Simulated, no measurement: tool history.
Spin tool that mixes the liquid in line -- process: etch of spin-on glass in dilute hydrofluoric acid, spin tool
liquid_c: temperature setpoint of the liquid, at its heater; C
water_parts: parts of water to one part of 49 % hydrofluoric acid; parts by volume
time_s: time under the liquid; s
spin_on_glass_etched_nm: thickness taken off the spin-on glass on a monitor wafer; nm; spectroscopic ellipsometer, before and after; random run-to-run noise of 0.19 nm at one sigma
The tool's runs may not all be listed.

run,hour,liquid_c,water_parts,time_s,spin_on_glass_etched_nm
1,0.0,22.0,120,70,13.076
2,4.3,23.5,110,70,15.293
3,12.5,25.0,110,70,16.261
4,16.4,26.0,105,70,17.731
5,17.5,26.5,100,70,19.333
6,19.2,27.0,95,70,20.587
7,21.1,27.5,90,70,22.359
8,28.5,28.0,90,70,22.892
9,32.9,28.5,90,70,23.619

What will run 10 give?
10,36.6,29.0,90,70,?

spin_on_glass_etched_nm: 23.808 nm
